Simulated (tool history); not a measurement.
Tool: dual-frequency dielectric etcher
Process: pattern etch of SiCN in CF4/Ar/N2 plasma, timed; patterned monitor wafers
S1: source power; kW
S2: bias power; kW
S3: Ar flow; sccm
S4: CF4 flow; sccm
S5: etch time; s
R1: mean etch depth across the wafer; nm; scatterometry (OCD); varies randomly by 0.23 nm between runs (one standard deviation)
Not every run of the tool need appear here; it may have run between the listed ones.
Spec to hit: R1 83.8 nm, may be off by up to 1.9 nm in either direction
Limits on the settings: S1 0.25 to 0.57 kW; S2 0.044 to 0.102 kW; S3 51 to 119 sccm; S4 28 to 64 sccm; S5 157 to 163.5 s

run	hour	S1	S2	S3	S4	S5	R1
1	0	0.41	0.073	85	46	157	126.03
2	4.1	0.36	0.069	87	45	157	110.09
3	9.9	0.36	0.069	87	41	157	109.37
4	11.8	0.36	0.069	87	41	163.5	113.87
5	14.2	0.33	0.065	89	40	163.5	102.56
6	20.4	0.33	0.065	95	40	163.5	101.59
7	25.1	0.31	0.064	95	40	163.5	95.987
8	27.3	0.29	0.064	95	40	163.5	91.173
9	30.7	0.29	0.064	95	40	163.5	91.024
10	39.2	0.28	0.064	95	40	163.5	88.675
11	46.5	0.25	0.063	95	40	163.5	80.966

Which single option among these 5 for the next run brings every result within its allowed miss of target? Just one does.
A	53.8	0.26	0.062	97	39	160	?
B	53.8	0.26	0.062	99	47	157	?
C	53.8	0.25	0.058	94	35	159.5	?
D	53.8	0.27	0.05	86	43	162.5	?
E	53.8	0.28	0.062	104	43	158	?

move	R1
A	80.505
B	80.535
C	74.873
D	78.416
E	84.399
A: its largest miss is bigger than the last run's
B: its largest miss is bigger than the last run's
C: its largest miss is bigger than the last run's
D: its largest miss is bigger than the last run's
E: every result lands within tolerance
Answer: E
